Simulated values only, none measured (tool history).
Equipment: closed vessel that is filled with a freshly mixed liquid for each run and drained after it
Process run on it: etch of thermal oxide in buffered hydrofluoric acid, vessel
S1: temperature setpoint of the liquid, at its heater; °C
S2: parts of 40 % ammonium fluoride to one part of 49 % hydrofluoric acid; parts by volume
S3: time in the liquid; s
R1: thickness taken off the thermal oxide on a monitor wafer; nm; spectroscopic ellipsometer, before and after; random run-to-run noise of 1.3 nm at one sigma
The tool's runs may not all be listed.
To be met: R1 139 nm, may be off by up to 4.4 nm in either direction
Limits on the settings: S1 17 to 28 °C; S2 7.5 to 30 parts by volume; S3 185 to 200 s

run 1 day=0 | S1=20 S2=20.5 S3=185 | R1=83.638
run 2 day=0.204 | S1=20 S2=25 S3=185 | R1=73.584
run 3 day=0.571 | S1=22.5 S2=25 S3=185 | R1=83.703
run 4 day=0.688 | S1=24 S2=23 S3=185 | R1=96.111
run 5 day=0.942 | S1=27 S2=23 S3=185 | R1=113.67
run 6 day=1.075 | S1=27 S2=23 S3=200 | R1=122.27
run 7 day=1.321 | S1=27.5 S2=22.5 S3=200 | R1=127.79
run 8 day=1.504 | S1=27.5 S2=22 S3=200 | R1=129.36
run 9 day=1.546 | S1=27.5 S2=21.5 S3=200 | R1=133.3

Of the 5 settings listed for the next run, only one would bring every result within its allowed miss of target. Which one?
run A day=1.588 | S1=27.5 S2=20.5 S3=190 | R1=?
run B day=1.588 | S1=28 S2=26 S3=200 | R1=?
run C day=1.588 | S1=28 S2=20 S3=195 | R1=?
run D day=1.588 | S1=27 S2=22.5 S3=190 | R1=?
run E day=1.588 | S1=27.5 S2=22 S3=190 | R1=?

move=A R1=128.85
move=B R1=118.38
move=C R1=138.14
move=D R1=117.68
move=E R1=122.76
A: moves away from the targets compared with the last run
B: moves away from the targets compared with the last run
C: every result lands within tolerance
D: moves away from the targets compared with the last run
E: moves away from the targets compared with the last run
C is the move that brings every result within its allowed miss.

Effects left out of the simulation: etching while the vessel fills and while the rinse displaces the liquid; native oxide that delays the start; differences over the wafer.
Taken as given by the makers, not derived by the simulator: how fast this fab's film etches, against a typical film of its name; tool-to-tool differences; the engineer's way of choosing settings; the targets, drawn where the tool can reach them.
